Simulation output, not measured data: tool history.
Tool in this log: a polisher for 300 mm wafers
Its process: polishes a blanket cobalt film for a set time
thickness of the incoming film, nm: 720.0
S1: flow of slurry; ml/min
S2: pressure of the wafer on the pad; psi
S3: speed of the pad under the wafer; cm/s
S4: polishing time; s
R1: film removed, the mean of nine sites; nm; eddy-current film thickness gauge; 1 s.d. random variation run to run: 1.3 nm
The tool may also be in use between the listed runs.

{"run": 1, "hour": 0.0, "S1": 290, "S2": 2.1, "S3": 124, "S4": 58, "R1": 356.88}
{"run": 2, "hour": 4.4, "S1": 290, "S2": 2.1, "S3": 96, "S4": 58, "R1": 283.56}
{"run": 3, "hour": 8.4, "S1": 290, "S2": 2, "S3": 96, "S4": 58, "R1": 267.2}
{"run": 4, "hour": 11.4, "S1": 255, "S2": 2, "S3": 96, "S4": 58, "R1": 261.56}
{"run": 5, "hour": 14.4, "S1": 250, "S2": 1.9, "S3": 96, "S4": 58, "R1": 251.27}
{"run": 6, "hour": 15.0, "S1": 245, "S2": 1.8, "S3": 96, "S4": 58, "R1": 235.62}
{"run": 7, "hour": 15.7, "S1": 240, "S2": 1.8, "S3": 96, "S4": 58, "R1": 236.62}
{"run": 8, "hour": 19.0, "S1": 235, "S2": 1.8, "S3": 96, "S4": 58, "R1": 234.64}
{"run": 9, "hour": 27.8, "S1": 230, "S2": 1.8, "S3": 96, "S4": 58, "R1": 234.49}
{"run": 10, "hour": 30.0, "S1": 225, "S2": 1.8, "S3": 96, "S4": 58, "R1": 234.71}

The next listed run, before its measurement:
{"run": 11, "hour": 37.0, "S1": 215, "S2": 1.6, "S3": 96, "S4": 58, "R1": "?"}

Run 11 produced R1 209.23 nm.
